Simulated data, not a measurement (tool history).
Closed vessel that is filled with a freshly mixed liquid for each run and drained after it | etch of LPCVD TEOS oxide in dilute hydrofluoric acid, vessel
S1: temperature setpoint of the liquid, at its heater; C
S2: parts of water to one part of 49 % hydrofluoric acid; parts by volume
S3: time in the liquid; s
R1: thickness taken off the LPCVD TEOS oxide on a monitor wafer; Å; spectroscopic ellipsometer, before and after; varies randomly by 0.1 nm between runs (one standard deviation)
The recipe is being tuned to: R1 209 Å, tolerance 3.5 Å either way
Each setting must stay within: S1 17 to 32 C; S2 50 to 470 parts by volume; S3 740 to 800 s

run,day,S1,S2,S3,R1
1,0,24,260,740,369.08
2,0.275,20.5,260,740,326.97
3,0.4,20.5,260,740,323.08
4,0.542,18,260,740,292.26
# day 0.838: thermometer replaced
5,0.838,17.5,280,740,275.6
6,0.971,20,280,740,303.82
7,1.254,19,305,740,262.9
8,1.579,18.5,320,740,242.22
9,1.883,18,330,740,228.81
10,2.25,17.5,335,740,220.83

Below are 4 possible settings for the next run. Only one of them brings all results inside the allowed miss of their targets. Which is it?
A,2.617,17.5,350,775,?
B,2.617,17,345,745,?
C,2.617,17,350,785,?
D,2.617,18.5,355,750,?

move,R1
A,218.64
B,210.18
C,217.42
D,215.47
A: nearer the targets than the last run, but a result is still out of spec
B: in spec on every target
C: nearer the targets than the last run, but a result is still out of spec
D: nearer the targets than the last run, but a result is still out of spec
The move that meets every target is B.

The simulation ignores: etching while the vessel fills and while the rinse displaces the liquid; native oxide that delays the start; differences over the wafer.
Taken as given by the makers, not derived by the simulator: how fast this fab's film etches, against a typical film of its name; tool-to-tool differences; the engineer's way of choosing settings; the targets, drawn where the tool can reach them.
